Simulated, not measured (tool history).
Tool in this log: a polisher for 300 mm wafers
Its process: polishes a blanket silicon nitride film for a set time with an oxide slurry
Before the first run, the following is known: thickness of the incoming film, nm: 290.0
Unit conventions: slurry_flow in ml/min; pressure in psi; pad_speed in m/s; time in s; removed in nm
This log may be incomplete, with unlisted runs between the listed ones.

run  hour  slurry_flow  pressure  pad_speed  slurry_solids  time  removed
  1   0.0          300       4.4       0.90           1.00    81   57.617
  2   7.2          300       4.6       0.90           1.00    81   59.431
  3  10.1          300       4.6       0.90           1.15    81   63.336
  4  15.9          300       4.6       0.90           1.05    81   61.334
  5  24.8          300       4.6       0.90           1.25    81   64.343
  6  28.8          300       4.7       0.90           1.25    81   65.691
  7  33.1          300       4.7       0.90           1.25    81   64.418

The next listed run, before its measurement:
  8  40.5          300       4.9       0.90           1.25    81        ?

Run 8 produced removed 68.246 nm.
